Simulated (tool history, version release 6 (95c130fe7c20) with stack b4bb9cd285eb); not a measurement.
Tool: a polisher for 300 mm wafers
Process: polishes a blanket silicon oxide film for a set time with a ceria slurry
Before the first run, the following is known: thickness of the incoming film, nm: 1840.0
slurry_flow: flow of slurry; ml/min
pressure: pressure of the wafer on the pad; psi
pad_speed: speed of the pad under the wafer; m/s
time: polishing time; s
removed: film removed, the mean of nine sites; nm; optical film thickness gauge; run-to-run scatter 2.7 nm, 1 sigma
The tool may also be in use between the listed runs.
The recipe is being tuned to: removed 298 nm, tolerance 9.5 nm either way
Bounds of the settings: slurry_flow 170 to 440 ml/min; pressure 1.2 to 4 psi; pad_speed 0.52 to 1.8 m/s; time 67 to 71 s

| run | hour | slurry_flow | pressure | pad_speed | time | removed |
|---|---|---|---|---|---|---|
| 1 | 0 | 280 | 2.6 | 1.16 | 67 | 242.21 |
| 2 | 4.2 | 280 | 2.6 | 0.92 | 67 | 203.56 |
| 3 | 5.9 | 280 | 2.7 | 0.92 | 67 | 212.48 |
| 4 | 7.1 | 280 | 2.7 | 0.92 | 67 | 209.46 |
| 5 | 15.8 | 280 | 2.1 | 0.92 | 67 | 162.77 |
| 6 | 19.3 | 280 | 2.7 | 0.92 | 67 | 210.97 |
| 7 | 26.4 | 280 | 2.8 | 0.92 | 67 | 213.47 |
| 8 | 34.7 | 280 | 2.9 | 0.92 | 67 | 223.22 |
| 9 | 40.7 | 285 | 3.6 | 0.94 | 67 | 283.97 |

5 candidate next runs follow, results not yet known. Just one meets every target within its allowed miss. Identify it.
| A | 46.7 | 320 | 3.8 | 0.94 | 67 | ? |
| B | 46.7 | 260 | 3.3 | 1.02 | 69 | ? |
| C | 46.7 | 300 | 3.4 | 0.96 | 68 | ? |
| D | 46.7 | 290 | 3.8 | 0.82 | 68 | ? |
| E | 46.7 | 260 | 3.3 | 0.96 | 71 | ? |

| move | removed |
|---|---|
| A | 299.4 |
| B | 280.98 |
| C | 275.53 |
| D | 270.36 |
| E | 275.32 |
A: meets every target
B: moves away from the targets compared with the last run
C: moves away from the targets compared with the last run
D: moves away from the targets compared with the last run
E: moves away from the targets compared with the last run
A meets every target.
